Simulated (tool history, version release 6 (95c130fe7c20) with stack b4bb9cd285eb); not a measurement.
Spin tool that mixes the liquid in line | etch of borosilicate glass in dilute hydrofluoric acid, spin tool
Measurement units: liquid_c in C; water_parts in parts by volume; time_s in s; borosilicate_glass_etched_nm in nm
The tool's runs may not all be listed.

run 1 hour=0.0 | liquid_c=23.0 water_parts=265 time_s=290 | borosilicate_glass_etched_nm=16.895
run 2 hour=4.3 | liquid_c=20.0 water_parts=265 time_s=290 | borosilicate_glass_etched_nm=15.230
run 3 hour=13.0 | liquid_c=23.5 water_parts=200 time_s=290 | borosilicate_glass_etched_nm=24.406
run 4 hour=14.4 | liquid_c=26.0 water_parts=165 time_s=290 | borosilicate_glass_etched_nm=33.565
run 5 hour=19.8 | liquid_c=27.5 water_parts=145 time_s=290 | borosilicate_glass_etched_nm=41.550
run 6 hour=28.1 | liquid_c=27.5 water_parts=145 time_s=310 | borosilicate_glass_etched_nm=44.225

Estimate the outcome of run 7 from the log above:
run 7 hour=34.4 | liquid_c=28.5 water_parts=140 time_s=310 | borosilicate_glass_etched_nm=?

Run 7 gave borosilicate_glass_etched_nm 48.018 nm.

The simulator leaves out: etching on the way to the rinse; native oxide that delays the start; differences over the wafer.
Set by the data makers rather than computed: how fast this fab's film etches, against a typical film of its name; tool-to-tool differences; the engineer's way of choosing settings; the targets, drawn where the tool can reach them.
